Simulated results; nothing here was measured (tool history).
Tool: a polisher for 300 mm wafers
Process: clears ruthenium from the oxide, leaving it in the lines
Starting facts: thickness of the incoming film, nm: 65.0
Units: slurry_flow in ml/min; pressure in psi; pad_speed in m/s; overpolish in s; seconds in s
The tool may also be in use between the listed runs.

{"run": 1, "hour": 0.0, "slurry_flow": 235, "pressure": 1.5, "pad_speed": 1.06, "overpolish": 17, "seconds": 84.771}
{"run": 2, "hour": 3.7, "slurry_flow": 235, "pressure": 1.5, "pad_speed": 1.28, "overpolish": 17, "seconds": 75.38}
{"run": 3, "hour": 6.3, "slurry_flow": 235, "pressure": 1.6, "pad_speed": 1.3, "overpolish": 17, "seconds": 68.708}
{"run": 4, "hour": 10.5, "slurry_flow": 235, "pressure": 1.6, "pad_speed": 1.3, "overpolish": 13, "seconds": 69.687}
{"run": 5, "hour": 18.8, "slurry_flow": 235, "pressure": 1.6, "pad_speed": 1.3, "overpolish": 17, "seconds": 70.84}
{"run": 6, "hour": 26.6, "slurry_flow": 235, "pressure": 1.6, "pad_speed": 1.3, "overpolish": 17, "seconds": 70.111}
{"run": 7, "hour": 30.2, "slurry_flow": 235, "pressure": 1.7, "pad_speed": 1.32, "overpolish": 17, "seconds": 64.916}
{"run": 8, "hour": 31.3, "slurry_flow": 235, "pressure": 1.8, "pad_speed": 1.32, "overpolish": 17, "seconds": 64.239}

Run 9 is up next; what results do you expect?
{"run": 9, "hour": 36.3, "slurry_flow": 235, "pressure": 2.2, "pad_speed": 1.36, "overpolish": 17, "seconds": "?"}

{"run 9": {"seconds": 49.712}}
